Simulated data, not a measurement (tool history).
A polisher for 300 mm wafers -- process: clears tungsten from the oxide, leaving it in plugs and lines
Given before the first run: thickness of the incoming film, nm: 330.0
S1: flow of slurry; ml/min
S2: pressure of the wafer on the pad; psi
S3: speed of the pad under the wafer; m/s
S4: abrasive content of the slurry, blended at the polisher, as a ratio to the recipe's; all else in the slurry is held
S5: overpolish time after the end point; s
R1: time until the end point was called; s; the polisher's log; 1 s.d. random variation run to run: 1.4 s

| run | hour | S1 | S2 | S3 | S4 | S5 | R1 |
|---|---|---|---|---|---|---|---|
| 1 | 0 | 135 | 2.8 | 1.1 | 1 | 21 | 90.859 |
| 2 | 5.2 | 135 | 2.1 | 1.1 | 1 | 21 | 122.48 |
| 3 | 5.8 | 130 | 1.9 | 1.1 | 1 | 21 | 135.51 |
| 4 | 14.5 | 130 | 1.9 | 1.3 | 1 | 21 | 114.43 |
| 5 | 17.9 | 130 | 1.9 | 1.3 | 1 | 21 | 115.47 |
| 6 | 26.2 | 125 | 1.8 | 1.28 | 1 | 21 | 122.47 |
| 7 | 30.1 | 120 | 1.7 | 1.26 | 1 | 21 | 133.85 |
| 8 | 35.9 | 85 | 1.3 | 1.24 | 1 | 21 | 201.76 |
| 9 | 39.7 | 90 | 1.3 | 1.24 | 1 | 21 | 196.65 |
| 10 | 45.8 | 95 | 1.3 | 1.24 | 1 | 21 | 193.77 |
| 11 | 52.7 | 95 | 1.3 | 1.24 | 1 | 21 | 193.12 |
| 12 | 56.6 | 100 | 1.3 | 1.24 | 1 | 21 | 186.9 |
| 13 | 58.2 | 105 | 1.3 | 1.24 | 1 | 21 | 182.87 |

Run 14 comes next. What will it give?
| 14 | 66 | 110 | 1.3 | 1.24 | 1 | 21 | ? |

Run 14 came out at R1 182.28 s.
